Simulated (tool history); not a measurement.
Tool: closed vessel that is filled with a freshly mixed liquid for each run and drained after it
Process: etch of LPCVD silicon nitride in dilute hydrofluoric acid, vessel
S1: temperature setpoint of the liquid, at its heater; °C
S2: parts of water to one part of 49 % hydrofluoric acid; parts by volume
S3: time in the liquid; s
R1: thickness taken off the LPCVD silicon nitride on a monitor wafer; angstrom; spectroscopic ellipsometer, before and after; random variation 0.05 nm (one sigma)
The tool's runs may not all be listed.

run	hour	S1	S2	S3	R1
1	0.0	24.0	50	790	60.243
2	4.8	24.0	35	790	84.796
3	12.6	24.5	35	790	87.692
4	18.3	24.5	35	580	64.756
5	27.0	24.5	50	580	45.705
# hour 35.1: hydrofluoric acid flow meter replaced
6	35.1	25.5	45	580	57.063
7	43.0	26.5	40	580	68.882
8	51.7	27.5	40	580	73.999

The next listed run, before its measurement:
9	53.0	31.5	30	580	?

Run 9 gave R1 125.060 angstrom.
